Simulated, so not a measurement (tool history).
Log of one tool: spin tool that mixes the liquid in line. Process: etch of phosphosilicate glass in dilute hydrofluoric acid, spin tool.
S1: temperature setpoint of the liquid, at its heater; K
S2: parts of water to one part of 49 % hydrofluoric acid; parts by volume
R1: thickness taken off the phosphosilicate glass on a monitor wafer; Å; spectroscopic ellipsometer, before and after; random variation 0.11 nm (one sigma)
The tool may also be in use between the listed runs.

run 1 hour=0 | S1=296.15 S2=250 time_under_the_liquid_(s)=55 | R1=159.4
run 2 hour=7 | S1=298.15 S2=250 time_under_the_liquid_(s)=55 | R1=168.9
run 3 hour=9.2 | S1=296.65 S2=255 time_under_the_liquid_(s)=55 | R1=157.92
run 4 hour=10.1 | S1=295.65 S2=260 time_under_the_liquid_(s)=55 | R1=147.49
run 5 hour=14 | S1=294.65 S2=260 time_under_the_liquid_(s)=55 | R1=142.18
run 6 hour=22.6 | S1=293.65 S2=260 time_under_the_liquid_(s)=55 | R1=136.21
run 7 hour=30.1 | S1=293.15 S2=260 time_under_the_liquid_(s)=55 | R1=134.27
run 8 hour=31 | S1=292.65 S2=260 time_under_the_liquid_(s)=55 | R1=133.66

Forecast run 9:
run 9 hour=34.3 | S1=292.15 S2=260 time_under_the_liquid_(s)=55 | R1=?

R1: 132.07 Å
